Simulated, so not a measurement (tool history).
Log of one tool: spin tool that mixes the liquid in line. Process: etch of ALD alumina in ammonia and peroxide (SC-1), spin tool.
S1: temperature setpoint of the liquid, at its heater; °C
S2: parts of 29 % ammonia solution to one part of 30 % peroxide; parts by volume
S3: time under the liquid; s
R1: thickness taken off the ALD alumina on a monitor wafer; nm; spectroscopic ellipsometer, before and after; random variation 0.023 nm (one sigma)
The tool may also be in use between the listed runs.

run 1 hour=0 | S1=49 S2=0.8 S3=95 | R1=7.5865
run 2 hour=1 | S1=49 S2=0.8 S3=95 | R1=7.5064
run 3 hour=4.1 | S1=54.5 S2=0.8 S3=95 | R1=10.148
run 4 hour=7.4 | S1=54.5 S2=0.8 S3=95 | R1=10.189
run 5 hour=9.7 | S1=50.5 S2=0.65 S3=90 | R1=7.7096
run 6 hour=11.3 | S1=50.5 S2=0.65 S3=95 | R1=8.055
run 7 hour=17.1 | S1=47.5 S2=0.55 S3=90 | R1=6.3574
run 8 hour=19.2 | S1=47.5 S2=0.55 S3=90 | R1=6.3402
run 9 hour=24.9 | S1=45.5 S2=0.5 S3=90 | R1=5.6293
run 10 hour=25.5 | S1=44 S2=0.45 S3=90 | R1=5.1247
run 11 hour=28.8 | S1=42.5 S2=0.4 S3=90 | R1=4.6148
run 12 hour=31.7 | S1=41.5 S2=0.35 S3=90 | R1=4.3143
run 13 hour=40.5 | S1=38 S2=0.25 S3=85 | R1=3.1902

The next listed run, before its measurement:
run 14 hour=47.4 | S1=38.5 S2=0.25 S3=85 | R1=?

{"run 14": {"R1": 3.3113}}
